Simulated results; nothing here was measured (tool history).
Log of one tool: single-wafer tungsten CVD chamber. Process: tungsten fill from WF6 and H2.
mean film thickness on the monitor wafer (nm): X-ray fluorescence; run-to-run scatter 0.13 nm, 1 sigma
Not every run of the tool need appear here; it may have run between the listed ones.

run	hour	heater temperature setpoint (°C)	chamber pressure (Pa)	deposition time (s)	mean film thickness on the monitor wafer (nm)
1	0.0	370	4973	15.3	28.839
2	2.1	371	4973	15.3	29.442
3	5.0	371	4973	15.3	29.411
4	13.9	372	4973	15.3	30.031
5	21.4	373	4973	15.3	30.652
6	24.5	374	4973	15.3	31.093
7	25.7	375	4973	15.3	31.686

For run 8, what comes out?
8	29.7	375	4973	15.3	?

{"run 8": {"mean film thickness on the monitor wafer (nm)": 31.625}}
